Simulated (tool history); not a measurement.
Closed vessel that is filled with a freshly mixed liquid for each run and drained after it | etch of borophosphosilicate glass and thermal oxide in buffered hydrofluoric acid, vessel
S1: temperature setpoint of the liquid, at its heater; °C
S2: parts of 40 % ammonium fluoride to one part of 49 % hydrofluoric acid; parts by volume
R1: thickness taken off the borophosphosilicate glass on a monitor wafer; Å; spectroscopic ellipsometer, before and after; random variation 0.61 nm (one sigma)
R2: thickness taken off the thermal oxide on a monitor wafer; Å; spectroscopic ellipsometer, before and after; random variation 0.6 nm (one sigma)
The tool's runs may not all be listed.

run 1 hour=0.0 | S1=24.0 S2=20.0 time_in_the_liquid_(s)=60 | R1=673.28 R2=296.59
run 2 hour=4.9 | S1=24.0 S2=20.0 time_in_the_liquid_(s)=75 | R1=835.21 R2=373.32
run 3 hour=6.1 | S1=24.0 S2=24.0 time_in_the_liquid_(s)=75 | R1=735.14 R2=329.66
run 4 hour=11.6 | S1=24.0 S2=28.0 time_in_the_liquid_(s)=75 | R1=652.60 R2=291.30
run 5 hour=17.5 | S1=25.5 S2=26.0 time_in_the_liquid_(s)=75 | R1=756.59 R2=337.52
run 6 hour=24.1 | S1=25.5 S2=26.0 time_in_the_liquid_(s)=65 | R1=657.67 R2=293.50
run 7 hour=29.8 | S1=26.5 S2=24.0 time_in_the_liquid_(s)=65 | R1=736.34 R2=329.61

Run 8 comes next. What will it give?
run 8 hour=31.9 | S1=27.5 S2=22.5 time_in_the_liquid_(s)=65 | R1=? R2=?

Run 8 gave R1 806.64 Å, R2 363.83 Å.
